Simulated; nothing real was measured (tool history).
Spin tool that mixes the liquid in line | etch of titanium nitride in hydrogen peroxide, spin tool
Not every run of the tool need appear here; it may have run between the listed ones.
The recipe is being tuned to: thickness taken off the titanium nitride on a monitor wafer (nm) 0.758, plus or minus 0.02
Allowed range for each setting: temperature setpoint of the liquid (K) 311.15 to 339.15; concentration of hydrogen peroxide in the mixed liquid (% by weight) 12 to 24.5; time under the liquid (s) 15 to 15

run,day,temperature setpoint of the liquid (K),concentration of hydrogen peroxide in the mixed liquid (% by weight),time under the liquid (s),thickness taken off the titanium nitride on a monitor wafer (nm)
1,0,327.15,16.5,15,1.5284
2,0.167,324.65,16.5,15,1.2846
3,0.246,322.65,16.5,15,1.1061
4,0.446,322.65,16.5,15,1.1101
5,0.638,321.15,16.5,15,0.99199
6,0.675,321.15,15,15,0.96859
7,0.917,320.15,15,15,0.90303
8,1.008,319.65,15,15,0.87484
9,1.104,319.15,15,15,0.83883
10,1.321,318.65,15,15,0.81428
11,1.383,318.15,15,15,0.78083

Which of these 4 next moves meets every target?
A,1.446,318.65,13.5,15,?
B,1.446,318.65,15.5,15,?
C,1.446,319.15,12,15,?
D,1.446,317.15,18.5,15,?

move,thickness taken off the titanium nitride on a monitor wafer (nm)
A,0.7904
B,0.81358
C,0.80039
D,0.75508
A: moves away from the targets compared with the last run
B: moves away from the targets compared with the last run
C: moves away from the targets compared with the last run
D: every result within its allowed miss
The right move is D.
